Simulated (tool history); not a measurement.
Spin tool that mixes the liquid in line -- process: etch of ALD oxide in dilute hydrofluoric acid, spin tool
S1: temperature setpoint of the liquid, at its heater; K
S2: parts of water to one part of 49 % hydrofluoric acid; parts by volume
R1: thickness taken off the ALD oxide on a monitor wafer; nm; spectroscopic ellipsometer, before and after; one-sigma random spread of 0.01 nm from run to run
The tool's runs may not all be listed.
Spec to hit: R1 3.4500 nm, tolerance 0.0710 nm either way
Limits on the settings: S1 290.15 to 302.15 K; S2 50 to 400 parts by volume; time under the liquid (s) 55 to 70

Run 1, hour 0.0: S1 294.15 K, S2 225 parts by volume, time under the liquid (s) 70. Result: R1 4.4681 nm.
Run 2, hour 6.7: S1 294.15 K, S2 170 parts by volume, time under the liquid (s) 70. Result: R1 6.2480 nm.
Run 3, hour 7.5: S1 296.65 K, S2 170 parts by volume, time under the liquid (s) 70. Result: R1 6.8738 nm.
Run 4, hour 8.2: S1 296.65 K, S2 230 parts by volume, time under the liquid (s) 70. Result: R1 4.7696 nm.
Run 5, hour 12.4: S1 296.65 K, S2 230 parts by volume, time under the liquid (s) 70. Result: R1 4.7735 nm.
Run 6, hour 12.9: S1 296.65 K, S2 185 parts by volume, time under the liquid (s) 70. Result: R1 6.2463 nm.
Run 7, hour 19.3: S1 295.65 K, S2 195 parts by volume, time under the liquid (s) 70. Result: R1 5.6247 nm.
Run 8, hour 27.4: S1 294.65 K, S2 200 parts by volume, time under the liquid (s) 70. Result: R1 5.2504 nm.
Run 9, hour 31.3: S1 290.65 K, S2 255 parts by volume, time under the liquid (s) 70. Result: R1 3.3496 nm.

Next run, 4 choices. One meets every target within its allowed miss, the rest don't. Which?
Run A, hour 35.2: S1 292.65 K, S2 250 parts by volume, time under the liquid (s) 60. Result: R1 ?.
Run B, hour 35.2: S1 293.65 K, S2 275 parts by volume, time under the liquid (s) 65. Result: R1 ?.
Run C, hour 35.2: S1 290.15 K, S2 215 parts by volume, time under the liquid (s) 55. Result: R1 ?.
Run D, hour 35.2: S1 291.15 K, S2 225 parts by volume, time under the liquid (s) 60. Result: R1 ?.

move      R1
   A  3.1888
   B  3.1854
   C  3.1860
   D  3.4228
A: the biggest miss grows against the last run
B: the biggest miss grows against the last run
C: the biggest miss grows against the last run
D: meets every target
Answer: D
